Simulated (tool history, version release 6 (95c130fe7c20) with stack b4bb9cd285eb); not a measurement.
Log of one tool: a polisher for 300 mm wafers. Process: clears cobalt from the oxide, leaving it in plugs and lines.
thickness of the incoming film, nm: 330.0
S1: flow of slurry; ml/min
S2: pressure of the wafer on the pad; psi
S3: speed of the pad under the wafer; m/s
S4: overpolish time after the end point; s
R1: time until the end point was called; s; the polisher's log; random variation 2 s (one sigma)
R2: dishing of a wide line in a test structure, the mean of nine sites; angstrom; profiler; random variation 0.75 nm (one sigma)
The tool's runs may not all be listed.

run	hour	S1	S2	S3	S4	R1	R2
1	0.0	150	1.6	1.30	25	57.320	582.76
2	0.8	170	1.6	1.30	25	55.686	579.97
3	1.7	165	1.3	1.24	29	73.808	574.81
4	10.6	165	1.1	1.22	31	84.520	543.77
5	15.2	165	1.1	1.22	23	83.798	478.43
6	18.2	190	1.1	1.22	23	80.370	474.07
7	24.2	180	1.0	1.20	28	92.486	500.89
8	28.9	180	0.9	1.18	31	99.508	497.27
9	30.4	175	0.9	1.16	34	102.380	522.85

Forecast run 10:
# hour 38.5: worn pad replaced by a new one
10	38.5	175	0.9	1.16	36	?	?

{"run 10": {"R1": 96.407, "R2": 548.74}}
